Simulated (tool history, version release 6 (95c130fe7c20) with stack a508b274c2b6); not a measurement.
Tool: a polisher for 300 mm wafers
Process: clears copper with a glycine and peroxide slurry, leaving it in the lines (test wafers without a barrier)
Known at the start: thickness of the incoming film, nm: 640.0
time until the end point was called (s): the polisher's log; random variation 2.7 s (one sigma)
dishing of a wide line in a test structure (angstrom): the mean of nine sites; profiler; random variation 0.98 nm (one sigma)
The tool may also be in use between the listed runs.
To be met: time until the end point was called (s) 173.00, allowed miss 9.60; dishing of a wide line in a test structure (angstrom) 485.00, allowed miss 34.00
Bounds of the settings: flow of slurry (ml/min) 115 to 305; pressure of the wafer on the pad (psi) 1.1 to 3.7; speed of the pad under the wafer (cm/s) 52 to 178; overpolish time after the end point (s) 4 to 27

run	hour	flow of slurry (ml/min)	pressure of the wafer on the pad (psi)	speed of the pad under the wafer (cm/s)	overpolish time after the end point (s)	time until the end point was called (s)	dishing of a wide line in a test structure (angstrom)
1	0.0	195	2.4	114	14	111.68	461.68
2	6.7	195	2.1	112	16	127.90	457.71
3	8.2	195	2.1	98	16	136.83	450.64
4	16.5	195	2.0	94	17	146.83	411.07
5	24.9	195	2.0	94	12	152.05	325.70
6	33.3	195	2.4	94	12	126.97	375.16
7	40.1	195	2.2	94	15	137.63	401.54
8	42.4	195	2.0	96	17	149.92	430.54
9	49.4	195	1.9	96	18	150.07	424.32
10	57.1	195	1.8	96	20	159.52	458.52

4 next moves are on the table. One of them brings every result within its allowed miss. Which?
A	64.8	240	2.0	98	15	?	?
B	64.8	225	1.2	154	24	?	?
C	64.8	160	1.9	84	24	?	?
D	64.8	245	2.1	96	24	?	?

move	time until the end point was called (s)	dishing of a wide line in a test structure (angstrom)
A	140.19	416.51
B	147.61	524.99
C	171.49	507.88
D	136.90	581.50
A: further off than the last run
B: further off than the last run
C: meets every target
D: further off than the last run
Move C is the one to make.
